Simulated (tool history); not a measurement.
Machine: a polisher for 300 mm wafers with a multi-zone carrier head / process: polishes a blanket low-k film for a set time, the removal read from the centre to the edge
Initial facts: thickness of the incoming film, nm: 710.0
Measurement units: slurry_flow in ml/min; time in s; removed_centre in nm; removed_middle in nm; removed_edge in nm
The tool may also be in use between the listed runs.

| run | day | slurry_flow | centre_zone | middle_zone | edge_zone | slurry_solids | time | removed_centre | removed_middle | removed_edge |
|---|---|---|---|---|---|---|---|---|---|---|
| 1 | 0 | 250 | 1 | 1 | 1 | 1 | 67 | 38.391 | 38.728 | 37.876 |
| 2 | 0.167 | 255 | 1.02 | 1 | 1.02 | 1 | 67 | 39.875 | 38.419 | 39.017 |
| 3 | 0.5 | 255 | 1.02 | 1 | 1.02 | 1 | 53 | 30.528 | 30.403 | 30.447 |
| 4 | 0.575 | 255 | 1.02 | 1 | 0.96 | 1 | 53 | 30.28 | 30.744 | 29.578 |
| 5 | 0.658 | 255 | 1.02 | 1 | 0.96 | 1 | 63 | 36.728 | 36.209 | 34.785 |
| 6 | 1.033 | 255 | 1.02 | 1 | 0.96 | 1 | 75 | 43.564 | 43.399 | 41.677 |
| 7 | 1.367 | 260 | 1.03 | 1 | 0.97 | 1 | 75 | 44.348 | 43.379 | 41.884 |

What will run 8 give?
| 8 | 1.471 | 260 | 1.04 | 1 | 0.98 | 1 | 75 | ? | ? | ? |

removed_centre: 45.241 nm
removed_middle: 43.262 nm
removed_edge: 42.118 nm
